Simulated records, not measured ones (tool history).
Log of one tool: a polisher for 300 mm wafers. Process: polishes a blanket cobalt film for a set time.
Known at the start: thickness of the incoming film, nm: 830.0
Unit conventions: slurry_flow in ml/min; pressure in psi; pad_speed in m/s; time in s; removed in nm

{"run": 1, "day": 0.0, "slurry_flow": 205, "pressure": 1.7, "pad_speed": 0.88, "time": 23, "removed": 100.24}
{"run": 2, "day": 0.179, "slurry_flow": 205, "pressure": 1.6, "pad_speed": 0.88, "time": 23, "removed": 92.668}
{"run": 3, "day": 0.471, "slurry_flow": 205, "pressure": 1.6, "pad_speed": 1.08, "time": 23, "removed": 111.98}
{"run": 4, "day": 0.812, "slurry_flow": 175, "pressure": 1.6, "pad_speed": 1.08, "time": 23, "removed": 110.34}
{"run": 5, "day": 0.854, "slurry_flow": 175, "pressure": 1.6, "pad_speed": 0.98, "time": 23, "removed": 98.29}
{"run": 6, "day": 1.054, "slurry_flow": 170, "pressure": 1.5, "pad_speed": 0.98, "time": 23, "removed": 93.657}
{"run": 7, "day": 1.254, "slurry_flow": 170, "pressure": 1.4, "pad_speed": 0.98, "time": 23, "removed": 88.808}

Run 8 comes next. What will it give?
{"run": 8, "day": 1.283, "slurry_flow": 165, "pressure": 0.9, "pad_speed": 0.92, "time": 23, "removed": "?"}

removed: 53.454 nm

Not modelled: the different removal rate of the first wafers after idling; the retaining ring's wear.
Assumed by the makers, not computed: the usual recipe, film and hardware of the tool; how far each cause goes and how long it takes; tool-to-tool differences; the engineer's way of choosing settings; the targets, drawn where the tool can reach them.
